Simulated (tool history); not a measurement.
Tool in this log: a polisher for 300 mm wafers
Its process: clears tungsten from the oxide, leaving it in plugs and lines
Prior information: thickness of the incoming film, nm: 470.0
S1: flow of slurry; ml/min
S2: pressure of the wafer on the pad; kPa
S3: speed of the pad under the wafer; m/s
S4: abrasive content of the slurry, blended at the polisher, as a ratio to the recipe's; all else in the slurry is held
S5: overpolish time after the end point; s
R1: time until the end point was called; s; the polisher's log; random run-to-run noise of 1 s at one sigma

| run | hour | S1 | S2 | S3 | S4 | S5 | R1 |
|---|---|---|---|---|---|---|---|
| 1 | 0 | 270 | 29 | 1.24 | 1 | 48 | 85.745 |
| 2 | 6.8 | 270 | 22.8 | 1.24 | 1 | 48 | 102.54 |
| 3 | 13.3 | 270 | 22.8 | 1.24 | 1 | 48 | 108.12 |
| 4 | 18.7 | 270 | 17.2 | 1.24 | 1 | 48 | 132.11 |
| 5 | 23.8 | 270 | 19.3 | 1.24 | 1 | 48 | 117.23 |
| 6 | 32.1 | 270 | 19.3 | 1.24 | 1 | 51 | 121.63 |
| 7 | 36.4 | 270 | 21.4 | 1.24 | 1 | 51 | 109.81 |

Predict the results of run 8:
| 8 | 38.4 | 270 | 21.4 | 1.24 | 1 | 51 | ? |

{"run 8": {"R1": 106.58}}

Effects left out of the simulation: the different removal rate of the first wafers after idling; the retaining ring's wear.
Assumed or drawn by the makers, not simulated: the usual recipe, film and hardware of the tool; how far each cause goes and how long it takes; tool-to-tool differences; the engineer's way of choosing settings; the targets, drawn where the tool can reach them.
